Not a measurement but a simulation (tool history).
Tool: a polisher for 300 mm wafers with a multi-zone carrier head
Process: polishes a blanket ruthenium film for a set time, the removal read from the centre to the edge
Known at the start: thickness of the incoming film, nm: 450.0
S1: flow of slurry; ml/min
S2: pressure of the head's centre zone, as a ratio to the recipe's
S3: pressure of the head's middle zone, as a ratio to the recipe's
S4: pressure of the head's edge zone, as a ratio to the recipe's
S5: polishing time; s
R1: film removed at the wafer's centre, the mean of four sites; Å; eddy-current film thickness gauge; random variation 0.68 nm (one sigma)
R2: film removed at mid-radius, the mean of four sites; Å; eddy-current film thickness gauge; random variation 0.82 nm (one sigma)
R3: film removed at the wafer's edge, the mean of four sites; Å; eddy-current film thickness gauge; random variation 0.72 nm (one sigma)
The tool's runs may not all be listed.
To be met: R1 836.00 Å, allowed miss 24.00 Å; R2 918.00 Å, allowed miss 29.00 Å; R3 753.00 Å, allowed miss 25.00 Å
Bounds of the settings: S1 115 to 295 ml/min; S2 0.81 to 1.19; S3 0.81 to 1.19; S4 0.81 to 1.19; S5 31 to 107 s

run 1 day=0.000 | S1=190 S2=1.00 S3=1.00 S4=1.00 S5=69 | R1=979.12 R2=973.33 R3=974.44
run 2 day=0.258 | S1=190 S2=1.00 S3=1.01 S4=0.98 S5=68 | R1=966.93 R2=973.99 R3=968.10
run 3 day=0.433 | S1=190 S2=1.00 S3=1.01 S4=1.05 S5=68 | R1=962.22 R2=974.79 R3=976.92
run 4 day=0.700 | S1=190 S2=1.01 S3=1.03 S4=1.03 S5=66 | R1=947.12 R2=955.55 R3=941.11
run 5 day=0.750 | S1=190 S2=1.01 S3=1.03 S4=1.03 S5=57 | R1=814.60 R2=826.43 R3=820.45
run 6 day=0.792 | S1=190 S2=1.01 S3=1.03 S4=1.03 S5=41 | R1=597.53 R2=593.78 R3=587.42
run 7 day=1.138 | S1=200 S2=1.02 S3=1.05 S4=1.02 S5=42 | R1=611.20 R2=631.40 R3=603.65
run 8 day=1.508 | S1=205 S2=1.04 S3=1.07 S4=1.03 S5=43 | R1=633.98 R2=652.42 R3=616.21
run 9 day=1.717 | S1=210 S2=1.05 S3=1.08 S4=1.03 S5=44 | R1=670.21 R2=687.10 R3=645.79
run 10 day=1.950 | S1=220 S2=1.06 S3=1.09 S4=1.02 S5=45 | R1=692.93 R2=690.75 R3=653.77
run 11 day=2.300 | S1=210 S2=1.06 S3=1.10 S4=1.00 S5=47 | R1=718.80 R2=745.93 R3=670.96
run 12 day=2.417 | S1=210 S2=1.06 S3=1.11 S4=1.00 S5=48 | R1=746.12 R2=755.44 R3=690.20

5 next moves are on the table. One of them brings every result within its allowed miss. Which?
run A day=2.533 | S1=210 S2=0.81 S3=1.16 S4=1.07 S5=54 | R1=? R2=? R3=?
run B day=2.533 | S1=220 S2=1.05 S3=1.18 S4=0.90 S5=55 | R1=? R2=? R3=?
run C day=2.533 | S1=205 S2=1.00 S3=1.19 S4=1.00 S5=55 | R1=? R2=? R3=?
run D day=2.533 | S1=225 S2=1.19 S3=0.87 S4=0.95 S5=46 | R1=? R2=? R3=?
run E day=2.533 | S1=225 S2=1.12 S3=1.19 S4=0.92 S5=55 | R1=? R2=? R3=?

move=A R1=630.23 R2=885.36 R3=805.35
move=B R1=840.32 R2=920.43 R3=758.70
move=C R1=790.84 R2=917.70 R3=790.99
move=D R1=798.25 R2=596.30 R3=654.92
move=E R1=899.95 R2=929.72 R3=768.12
A: further off than the last run
B: meets every target
C: brings the result that was furthest off to its target, and leaves another outside
D: further off than the last run
E: brings the result that was furthest off to its target, and leaves another outside
Answer: B
